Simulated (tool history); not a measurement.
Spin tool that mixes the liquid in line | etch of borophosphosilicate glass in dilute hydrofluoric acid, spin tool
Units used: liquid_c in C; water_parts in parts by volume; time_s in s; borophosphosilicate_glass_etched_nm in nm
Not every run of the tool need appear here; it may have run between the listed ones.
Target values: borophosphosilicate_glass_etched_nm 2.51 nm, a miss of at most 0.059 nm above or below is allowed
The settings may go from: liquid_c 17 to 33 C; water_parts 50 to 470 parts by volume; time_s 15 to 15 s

| run | hour | liquid_c | water_parts | time_s | borophosphosilicate_glass_etched_nm |
|---|---|---|---|---|---|
| 1 | 0 | 25 | 260 | 15 | 3.8312 |
| 2 | 4.1 | 25 | 225 | 15 | 4.5188 |
| 3 | 12.9 | 24 | 235 | 15 | 4.161 |
| 4 | 18.1 | 24 | 155 | 15 | 6.8405 |
| 5 | 25.3 | 24 | 155 | 15 | 6.828 |
| 6 | 32.8 | 24 | 215 | 15 | 4.5988 |
| 7 | 35.5 | 24 | 215 | 15 | 4.619 |
|  | 36.5 | hydrofluoric acid flow meter replaced |
| 8 | 36.5 | 23 | 220 | 15 | 3.8985 |
| 9 | 37.3 | 19 | 220 | 15 | 3.3374 |
| 10 | 44.6 | 18.5 | 225 | 15 | 3.211 |
| 11 | 47.1 | 18.5 | 230 | 15 | 3.1438 |
| 12 | 50.3 | 18.5 | 235 | 15 | 3.0372 |

Exercise: of the 4 proposed moves below, exactly one satisfies all targets within the stated allowed misses. Which move is it?
| A | 53.5 | 17 | 245 | 15 | ? |
| B | 53.5 | 17 | 250 | 15 | ? |
| C | 53.5 | 17 | 260 | 15 | ? |
| D | 53.5 | 17.5 | 255 | 15 | ? |

| move | borophosphosilicate_glass_etched_nm |
|---|---|
| A | 2.733 |
| B | 2.6667 |
| C | 2.5419 |
| D | 2.6538 |
A: better than the last run, though not everything is in spec
B: better than the last run, though not everything is in spec
C: every result within its allowed miss
D: better than the last run, though not everything is in spec
So the answer is move C, the one that meets all the targets.
